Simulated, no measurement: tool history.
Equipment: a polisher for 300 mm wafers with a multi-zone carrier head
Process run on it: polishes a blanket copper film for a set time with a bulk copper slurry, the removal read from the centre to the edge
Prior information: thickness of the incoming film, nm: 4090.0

run	day	flow of slurry (ml/min)	pressure of the head's centre zone	pressure of the head's middle zone	pressure of the head's edge zone	abrasive content of the slurry	polishing time (s)	film removed at the wafer's centre (angstrom)	film removed at mid-radius (angstrom)	film removed at the wafer's edge (angstrom)
1	0.000	305	1.00	1.00	1.00	1.00	63	5341.0	5220.5	4936.8
2	0.083	305	1.04	1.00	1.00	1.00	63	5507.9	5264.4	5104.2
3	0.362	315	1.02	0.99	0.94	0.90	62	5165.8	5049.1	4806.4
4	0.604	345	1.02	0.99	0.94	0.90	62	5299.8	4933.2	4598.2
# day 0.767: edge zone pressure recalibrated
5	0.767	345	1.02	0.99	1.01	0.90	62	5342.8	5056.4	5203.6
6	1.071	345	1.02	0.99	1.01	0.70	62	4824.8	4543.6	4802.7
7	1.133	340	1.02	1.00	0.96	0.70	62	4701.8	4583.3	4580.6
8	1.421	345	1.03	1.00	0.92	0.70	62	4919.1	4579.5	4686.5

Predict the results of run 9:
9	1.783	355	1.02	1.01	0.89	0.75	60	?	?	?

Run 9 came out at film removed at the wafer's centre (angstrom) 4773.7, film removed at mid-radius (angstrom) 4632.5, film removed at the wafer's edge (angstrom) 4518.6.
